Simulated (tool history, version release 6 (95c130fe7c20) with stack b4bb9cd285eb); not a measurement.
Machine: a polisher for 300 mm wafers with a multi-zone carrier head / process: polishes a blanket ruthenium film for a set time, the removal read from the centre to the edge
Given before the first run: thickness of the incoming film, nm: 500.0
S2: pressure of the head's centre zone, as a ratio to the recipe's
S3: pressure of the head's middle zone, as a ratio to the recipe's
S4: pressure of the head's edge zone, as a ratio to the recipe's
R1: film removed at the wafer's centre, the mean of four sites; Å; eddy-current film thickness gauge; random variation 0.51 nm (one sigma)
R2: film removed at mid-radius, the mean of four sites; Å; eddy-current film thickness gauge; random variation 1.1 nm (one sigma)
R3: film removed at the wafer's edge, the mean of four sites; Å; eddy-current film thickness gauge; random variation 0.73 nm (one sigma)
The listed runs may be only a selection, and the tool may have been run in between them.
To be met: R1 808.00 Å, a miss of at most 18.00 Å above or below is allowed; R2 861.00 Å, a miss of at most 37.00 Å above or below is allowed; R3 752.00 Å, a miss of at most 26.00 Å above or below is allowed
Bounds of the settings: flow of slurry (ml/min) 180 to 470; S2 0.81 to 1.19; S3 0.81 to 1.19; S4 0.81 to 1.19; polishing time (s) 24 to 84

run 1 hour=0.0 | flow_of_slurry_(ml/min)=300 S2=1.00 S3=1.00 S4=1.00 polishing_time_(s)=54 | R1=1100.10 R2=1137.50 R3=1123.20
run 2 hour=4.7 | flow_of_slurry_(ml/min)=305 S2=1.00 S3=1.00 S4=0.98 polishing_time_(s)=52 | R1=1071.00 R2=1093.50 R3=1075.50
run 3 hour=11.3 | flow_of_slurry_(ml/min)=305 S2=1.00 S3=0.97 S4=0.98 polishing_time_(s)=52 | R1=1078.20 R2=1082.60 R3=1071.10
run 4 hour=16.2 | flow_of_slurry_(ml/min)=305 S2=1.00 S3=0.97 S4=0.98 polishing_time_(s)=43 | R1=880.14 R2=877.72 R3=883.63
run 5 hour=21.5 | flow_of_slurry_(ml/min)=300 S2=1.00 S3=0.98 S4=0.96 polishing_time_(s)=43 | R1=884.95 R2=875.39 R3=885.99
run 6 hour=28.8 | flow_of_slurry_(ml/min)=300 S2=1.00 S3=1.06 S4=0.96 polishing_time_(s)=43 | R1=887.41 R2=940.93 R3=866.55
run 7 hour=32.3 | flow_of_slurry_(ml/min)=295 S2=1.00 S3=1.06 S4=0.94 polishing_time_(s)=43 | R1=882.65 R2=956.73 R3=866.63
run 8 hour=40.5 | flow_of_slurry_(ml/min)=320 S2=1.03 S3=1.04 S4=0.85 polishing_time_(s)=35 | R1=745.80 R2=764.17 R3=674.02
run 9 hour=43.6 | flow_of_slurry_(ml/min)=320 S2=1.03 S3=1.05 S4=0.87 polishing_time_(s)=35 | R1=748.05 R2=764.12 R3=688.58

Which of these 4 next moves meets every target?
run A hour=46.7 | flow_of_slurry_(ml/min)=245 S2=1.05 S3=1.11 S4=0.91 polishing_time_(s)=38 | R1=? R2=? R3=?
run B hour=46.7 | flow_of_slurry_(ml/min)=375 S2=1.18 S3=1.06 S4=0.84 polishing_time_(s)=35 | R1=? R2=? R3=?
run C hour=46.7 | flow_of_slurry_(ml/min)=315 S2=1.04 S3=1.00 S4=0.91 polishing_time_(s)=38 | R1=? R2=? R3=?
run D hour=46.7 | flow_of_slurry_(ml/min)=310 S2=1.06 S3=1.15 S4=0.85 polishing_time_(s)=39 | R1=? R2=? R3=?

move=A R1=796.88 R2=841.83 R3=727.84
move=B R1=859.05 R2=772.45 R3=669.14
move=C R1=808.85 R2=788.09 R3=741.59
move=D R1=845.86 R2=910.02 R3=739.58
A: all results land within tolerance of their targets
B: carries the result that was furthest off beyond its target, to the other side
C: brings the last run's worst result on target, with another outside its allowed miss
D: carries the result that was furthest off beyond its target, to the other side
Answer: A

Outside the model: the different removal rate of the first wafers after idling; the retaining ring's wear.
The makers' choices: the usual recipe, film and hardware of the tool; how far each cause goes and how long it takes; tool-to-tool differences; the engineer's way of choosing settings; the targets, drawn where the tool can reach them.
